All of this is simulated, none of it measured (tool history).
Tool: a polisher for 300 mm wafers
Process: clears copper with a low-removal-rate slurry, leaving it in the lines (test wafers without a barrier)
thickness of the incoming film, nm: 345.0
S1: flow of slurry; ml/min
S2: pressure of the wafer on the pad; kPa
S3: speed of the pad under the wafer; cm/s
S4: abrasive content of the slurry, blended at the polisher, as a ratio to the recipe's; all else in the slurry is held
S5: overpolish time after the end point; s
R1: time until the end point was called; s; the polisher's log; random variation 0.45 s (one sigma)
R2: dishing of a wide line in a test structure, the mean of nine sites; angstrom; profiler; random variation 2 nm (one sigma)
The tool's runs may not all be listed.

{"run": 1, "day": 0.0, "S1": 165, "S2": 25.5, "S3": 132, "S4": 1, "S5": 27, "R1": 69.982, "R2": 712.03}
{"run": 2, "day": 0.308, "S1": 180, "S2": 25.5, "S3": 132, "S4": 1, "S5": 27, "R1": 67.698, "R2": 753}
{"run": 3, "day": 0.667, "S1": 155, "S2": 25.5, "S3": 132, "S4": 1, "S5": 27, "R1": 69.679, "R2": 674.26}
{"run": 4, "day": 0.917, "S1": 155, "S2": 25.5, "S3": 156, "S4": 1, "S5": 27, "R1": 59.794, "R2": 767.76}
{"run": 5, "day": 1.279, "S1": 155, "S2": 25.5, "S3": 156, "S4": 1.1, "S5": 27, "R1": 57.227, "R2": 818.83}
{"run": 6, "day": 1.429, "S1": 160, "S2": 25.5, "S3": 156, "S4": 1.1, "S5": 27, "R1": 56.82, "R2": 796.99}
{"run": 7, "day": 1.579, "S1": 165, "S2": 25.5, "S3": 156, "S4": 1.1, "S5": 27, "R1": 57.134, "R2": 826.28}
{"run": 8, "day": 1.879, "S1": 170, "S2": 25.5, "S3": 156, "S4": 1.1, "S5": 27, "R1": 56.79, "R2": 808.02}
{"run": 9, "day": 2.221, "S1": 170, "S2": 25.5, "S3": 156, "S4": 1.1, "S5": 27, "R1": 57.26, "R2": 814.11}

Run 10 comes next. What will it give?
{"run": 10, "day": 2.421, "S1": 170, "S2": 26.2, "S3": 156, "S4": 1.1, "S5": 27, "R1": "?", "R2": "?"}

Run 10 gave R1 56.606 s, R2 817.51 angstrom.
